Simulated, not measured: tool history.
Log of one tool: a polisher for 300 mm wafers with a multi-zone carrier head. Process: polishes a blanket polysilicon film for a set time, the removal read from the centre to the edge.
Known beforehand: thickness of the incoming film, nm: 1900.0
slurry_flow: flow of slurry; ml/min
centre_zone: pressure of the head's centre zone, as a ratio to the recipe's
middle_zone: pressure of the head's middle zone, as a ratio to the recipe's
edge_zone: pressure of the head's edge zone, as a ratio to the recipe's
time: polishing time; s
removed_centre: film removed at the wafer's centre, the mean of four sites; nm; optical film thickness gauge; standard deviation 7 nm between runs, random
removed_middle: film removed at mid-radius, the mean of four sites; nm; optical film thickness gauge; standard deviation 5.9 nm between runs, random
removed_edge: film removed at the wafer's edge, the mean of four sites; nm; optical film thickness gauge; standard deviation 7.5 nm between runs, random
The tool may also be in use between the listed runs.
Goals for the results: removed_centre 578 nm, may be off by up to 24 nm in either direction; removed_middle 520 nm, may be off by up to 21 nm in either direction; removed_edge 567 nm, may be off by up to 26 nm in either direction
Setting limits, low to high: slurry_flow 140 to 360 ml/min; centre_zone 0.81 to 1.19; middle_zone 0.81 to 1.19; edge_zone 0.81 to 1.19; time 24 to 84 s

run,hour,slurry_flow,centre_zone,middle_zone,edge_zone,time,removed_centre,removed_middle,removed_edge
1,0,230,1,1,1,54,340.54,360.89,371.94
2,6.1,230,1,1,0.95,54,339.94,360.81,366.04
3,13.8,230,1,1,0.95,42,268.08,284.63,285.29
4,18.5,230,1,0.92,0.95,42,261.65,262.13,282.49
5,26.1,235,1.05,0.95,1,52,341.21,336.92,356.17
6,32.6,240,1.09,0.95,1.04,59,420.66,382.99,412.21
7,40.6,240,1.09,0.96,1.07,64,441,423.98,454.66
8,45,245,1.11,0.96,1.09,68,469.08,439.17,481.8
9,52.8,245,1.13,0.97,1.09,71,506.51,471.95,523.59
10,55,255,1.15,0.98,1.08,72,532.92,483.64,520.41
11,61.5,255,1.16,0.98,1.09,73,542.65,489.06,517.72

Consider the 4 candidate settings below. Which is the only one whose results all fall within their allowed miss of target?
A,68,225,1.15,0.97,1.07,80,?,?,?
B,68,215,1.17,0.96,1.17,75,?,?,?
C,68,210,1.19,0.99,1,72,?,?,?
D,68,220,1.11,0.87,1.19,76,?,?,?

move,removed_centre,removed_middle,removed_edge
A,589.56,530.78,554.65
B,558.27,490.35,541.61
C,543.16,480.19,479.1
D,538.05,463.45,555.72
A: every result within its allowed miss
B: gets the furthest-off result to its target, but another result is out of tolerance
C: misses by more than the last run did
D: gets the furthest-off result to its target, but another result is out of tolerance
The right move is A.
